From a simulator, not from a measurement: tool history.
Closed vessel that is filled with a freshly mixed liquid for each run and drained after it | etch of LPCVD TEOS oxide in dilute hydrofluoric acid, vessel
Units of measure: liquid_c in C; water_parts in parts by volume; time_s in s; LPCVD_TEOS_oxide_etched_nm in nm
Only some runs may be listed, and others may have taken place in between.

run 1 hour=0 | liquid_c=21 water_parts=265 time_s=250 | LPCVD_TEOS_oxide_etched_nm=17.62
run 2 hour=8 | liquid_c=21 water_parts=265 time_s=250 | LPCVD_TEOS_oxide_etched_nm=17.991
run 3 hour=15.5 | liquid_c=20.5 water_parts=285 time_s=250 | LPCVD_TEOS_oxide_etched_nm=15.665
run 4 hour=19 | liquid_c=20.5 water_parts=250 time_s=250 | LPCVD_TEOS_oxide_etched_nm=18.564
run 5 hour=28 | liquid_c=20.5 water_parts=250 time_s=250 | LPCVD_TEOS_oxide_etched_nm=18.643
run 6 hour=37.1 | liquid_c=20 water_parts=270 time_s=250 | LPCVD_TEOS_oxide_etched_nm=16.863
run 7 hour=45.6 | liquid_c=19.5 water_parts=290 time_s=250 | LPCVD_TEOS_oxide_etched_nm=14.985

Predict the results of run 8:
run 8 hour=53.3 | liquid_c=19 water_parts=305 time_s=250 | LPCVD_TEOS_oxide_etched_nm=?

{"run 8": {"LPCVD_TEOS_oxide_etched_nm": 13.89}}
